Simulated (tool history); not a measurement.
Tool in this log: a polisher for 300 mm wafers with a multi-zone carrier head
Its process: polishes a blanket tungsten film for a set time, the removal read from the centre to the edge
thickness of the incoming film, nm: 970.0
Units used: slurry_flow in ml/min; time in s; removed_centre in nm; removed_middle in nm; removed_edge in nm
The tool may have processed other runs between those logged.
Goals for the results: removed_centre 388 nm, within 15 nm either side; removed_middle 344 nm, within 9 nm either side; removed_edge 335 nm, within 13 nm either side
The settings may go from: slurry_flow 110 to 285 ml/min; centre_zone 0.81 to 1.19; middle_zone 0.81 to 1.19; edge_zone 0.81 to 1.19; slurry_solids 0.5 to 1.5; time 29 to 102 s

run	hour	slurry_flow	centre_zone	middle_zone	edge_zone	slurry_solids	time	removed_centre	removed_middle	removed_edge
1	0	180	1	1	1	1	65	229.8	248.96	244.59
2	1.9	180	1	1	1	1.2	65	243.96	262.06	254.84
3	8.9	195	1.05	1.01	1.03	1.3	67	274.1	279.81	274.5
4	15.4	195	0.97	1.01	1.03	1.3	67	253.96	277.46	267.73
# hour 17.4: centre zone pressure recalibrated
5	17.4	195	0.97	1.08	1.03	1.3	67	267.52	297.21	276.76
6	18.2	210	1.03	1.09	1.06	1.35	67	292.01	309.68	284.2
7	21.9	215	1.07	1.08	1.08	1.4	69	317.38	315.59	299.05
8	22.7	220	1.09	1.09	1.1	1.45	70	332.21	334.25	311.41
9	30.9	230	1.12	1.08	1.11	1.45	70	341.68	327.42	313.52
10	34.4	240	1.14	1.08	1.12	1.45	70	352.33	334.73	313.84

Which single option among these 4 for the next run brings every result within its allowed miss of target? Just one does.
A	37.9	260	1.19	1.07	1.18	1.1	79	?	?	?
B	37.9	250	1.08	1.15	1.05	1.45	67	?	?	?
C	37.9	225	0.99	1.03	1.15	1.4	73	?	?	?
D	37.9	220	1.15	1.09	1.11	1.5	66	?	?	?

move	removed_centre	removed_middle	removed_edge
A	387.49	344.75	333.08
B	321.2	335.39	291.05
C	312.88	325.42	322.62
D	334.56	313.73	292.56
A: each result inside its tolerance
B: moves away from the targets compared with the last run
C: moves away from the targets compared with the last run
D: moves away from the targets compared with the last run
So the answer is move A, the one that meets all the targets.

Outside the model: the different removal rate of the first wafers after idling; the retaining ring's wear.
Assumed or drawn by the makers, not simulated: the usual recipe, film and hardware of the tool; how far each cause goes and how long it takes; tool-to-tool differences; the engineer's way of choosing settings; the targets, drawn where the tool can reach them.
